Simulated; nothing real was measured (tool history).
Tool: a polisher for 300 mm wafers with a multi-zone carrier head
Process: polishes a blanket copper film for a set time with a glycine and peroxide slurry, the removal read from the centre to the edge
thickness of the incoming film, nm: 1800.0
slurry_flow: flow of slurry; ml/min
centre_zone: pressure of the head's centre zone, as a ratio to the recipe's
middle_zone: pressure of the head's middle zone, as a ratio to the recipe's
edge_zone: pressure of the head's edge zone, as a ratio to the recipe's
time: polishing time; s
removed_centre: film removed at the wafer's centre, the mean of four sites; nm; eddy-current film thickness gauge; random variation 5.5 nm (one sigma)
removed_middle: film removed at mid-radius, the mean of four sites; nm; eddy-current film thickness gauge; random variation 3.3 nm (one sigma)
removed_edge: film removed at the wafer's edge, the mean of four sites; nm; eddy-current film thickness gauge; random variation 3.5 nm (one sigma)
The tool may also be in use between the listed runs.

run	hour	slurry_flow	centre_zone	middle_zone	edge_zone	time	removed_centre	removed_middle	removed_edge
1	0.0	185	1.00	1.00	1.00	72	339.08	335.29	350.82
2	5.2	140	1.00	1.00	1.00	72	325.84	326.29	336.72
3	14.1	140	1.00	1.00	1.03	72	320.08	320.59	344.24
4	17.8	140	1.04	1.00	1.03	72	341.45	320.34	345.30
5	25.2	155	1.05	1.02	1.05	74	356.59	347.02	359.70
6	33.1	155	1.05	1.08	1.05	74	357.92	363.42	360.50
7	33.8	165	1.05	1.07	1.07	76	374.26	369.37	374.26
8	40.4	175	1.05	1.07	1.09	78	377.10	377.46	388.43

Run 9 comes next. What will it give?
9	47.4	180	1.06	1.07	1.10	80	?	?	?

Run 9 gave removed_centre 393.91 nm, removed_middle 389.99 nm, removed_edge 406.07 nm.
